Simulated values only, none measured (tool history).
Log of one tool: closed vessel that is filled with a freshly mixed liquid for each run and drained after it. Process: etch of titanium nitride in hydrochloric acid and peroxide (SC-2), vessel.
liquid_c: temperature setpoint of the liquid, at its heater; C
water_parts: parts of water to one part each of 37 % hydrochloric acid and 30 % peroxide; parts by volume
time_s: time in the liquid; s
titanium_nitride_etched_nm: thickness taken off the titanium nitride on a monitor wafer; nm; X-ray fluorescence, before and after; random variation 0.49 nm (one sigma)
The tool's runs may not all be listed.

| run | hour | liquid_c | water_parts | time_s | titanium_nitride_etched_nm |
|---|---|---|---|---|---|
| 1 | 0.0 | 54.0 | 10.0 | 675 | 18.669 |
| 2 | 2.6 | 54.0 | 10.0 | 675 | 18.605 |
| 3 | 11.9 | 54.0 | 10.0 | 675 | 18.618 |
| 4 | 14.4 | 54.0 | 10.0 | 675 | 18.899 |
| 5 | 20.4 | 56.0 | 10.0 | 675 | 21.445 |
| 6 | 22.9 | 58.0 | 10.0 | 675 | 24.456 |
| 7 | 29.9 | 59.5 | 10.0 | 675 | 26.566 |
| 8 | 39.0 | 61.0 | 9.5 | 675 | 30.604 |
| 9 | 44.3 | 62.0 | 9.5 | 675 | 31.957 |
| 10 | 47.6 | 63.0 | 9.0 | 675 | 35.648 |
| 11 | 48.9 | 64.0 | 9.0 | 675 | 38.319 |

Forecast run 12:
| 12 | 54.1 | 65.0 | 9.0 | 675 | ? |

{"run 12": {"titanium_nitride_etched_nm": 40.533}}
